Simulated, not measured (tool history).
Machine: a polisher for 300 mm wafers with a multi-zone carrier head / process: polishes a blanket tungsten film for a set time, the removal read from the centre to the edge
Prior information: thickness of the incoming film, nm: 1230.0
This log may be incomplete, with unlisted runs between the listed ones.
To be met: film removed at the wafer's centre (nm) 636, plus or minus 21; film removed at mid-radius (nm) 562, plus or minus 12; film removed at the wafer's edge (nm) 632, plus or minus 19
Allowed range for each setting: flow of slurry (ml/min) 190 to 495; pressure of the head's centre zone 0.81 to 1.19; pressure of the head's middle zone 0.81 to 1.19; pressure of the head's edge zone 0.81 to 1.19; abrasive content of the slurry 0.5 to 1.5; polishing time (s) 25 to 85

run  hour  flow of slurry (ml/min)  pressure of the head's centre zone  pressure of the head's middle zone  pressure of the head's edge zone  abrasive content of the slurry  polishing time (s)  film removed at the wafer's centre (nm)  film removed at mid-radius (nm)  film removed at the wafer's edge (nm)
  1     0                      320                                   1                                   1                                 1                               1                  55                                   476.38                           470.84                                 465.22
  2   8.9                      320                                1.02                                0.99                              1.05                            1.15                  56                                   504.93                           483.76                                 491.39
  3    10                      320                                1.02                                0.99                              1.05                            1.15                  48                                   433.61                           418.58                                 425.01
  4    19                      320                                1.02                                0.99                              1.05                               1                  48                                   426.24                            407.1                                 413.54
  5  22.6                      320                                1.02                                0.99                               1.1                               1                  48                                      426                           412.16                                 426.33
  6    29                      320                                1.03                                0.98                              1.12                             1.1                  52                                   471.42                           443.76                                  462.9
       37  -- worn pad replaced by a new one
  7    37                      315                                1.03                                0.96                              1.14                             1.2                  56                                   572.91                           533.84                                 583.65
  8  38.1                      320                                1.09                                0.96                              1.19                            1.25                  56                                    621.9                            535.8                                 591.79

Consider the 5 candidate settings below. Which is the only one whose results all fall within their allowed miss of target?
  A  39.2                      195                                   1                                0.97                              1.19                               1                  64                                        ?                                ?                                      ?
  B  39.2                      305                                1.14                                0.97                              1.16                             1.3                  54                                        ?                                ?                                      ?
  C  39.2                      305                                1.01                                0.83                              1.19                            1.25                  59                                        ?                                ?                                      ?
  D  39.2                      235                                1.02                                0.91                              1.19                             1.1                  66                                        ?                                ?                                      ?
  E  39.2                      270                                1.07                                0.93                              1.17                             1.3                  60                                        ?                                ?                                      ?

move  film removed at the wafer's centre (nm)  film removed at mid-radius (nm)  film removed at the wafer's edge (nm)
   A                                   568.74                           556.46                                 621.82
   B                                   610.86                           519.77                                  564.5
   C                                   586.99                           523.28                                  621.9
   D                                   627.59                           580.94                                 665.37
   E                                   627.04                           557.82                                 623.63
A: meets the target for the result that was furthest off, but another lies outside its allowed miss
B: its largest miss is bigger than the last run's
C: its largest miss is bigger than the last run's
D: moves the result that the last run missed by most past its target, out the other side
E: meets every target
So the answer is move E, the one that meets all the targets.
